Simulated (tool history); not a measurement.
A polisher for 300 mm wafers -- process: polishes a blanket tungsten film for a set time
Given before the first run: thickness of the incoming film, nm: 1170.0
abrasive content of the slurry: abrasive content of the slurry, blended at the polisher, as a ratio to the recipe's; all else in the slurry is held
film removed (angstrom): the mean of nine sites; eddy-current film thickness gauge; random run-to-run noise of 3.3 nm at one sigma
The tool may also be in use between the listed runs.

run    day  flow of slurry (ml/min)  pressure of the wafer on the pad (kPa)  speed of the pad under the wafer (cm/s)  abrasive content of the slurry  polishing time (s)  film removed (angstrom)
  1  0.000                      160                                    24.1                                      112                             1.0                  67                   3674.2
  2  0.346                      160                                    24.1                                      112                             1.0                  70                   3913.7
  3  0.521                      195                                    24.1                                      112                             1.0                  70                   4023.0
  4  0.583                      175                                    24.1                                      112                             1.0                  70                   3856.5
  5  0.858                      175                                    22.8                                      112                             1.0                  70                   3677.5
  6  1.212                      175                                    22.1                                      112                             1.0                  70                   3530.1
  7  1.317                      175                                    21.4                                      112                             1.0                  70                   3565.6

Run 8, settings as shown, results not yet in. Your forecast:
  8  1.442                      175                                    20.0                                      112                             1.0                  70                        ?

Run 8 measured film removed (angstrom) 3342.2.

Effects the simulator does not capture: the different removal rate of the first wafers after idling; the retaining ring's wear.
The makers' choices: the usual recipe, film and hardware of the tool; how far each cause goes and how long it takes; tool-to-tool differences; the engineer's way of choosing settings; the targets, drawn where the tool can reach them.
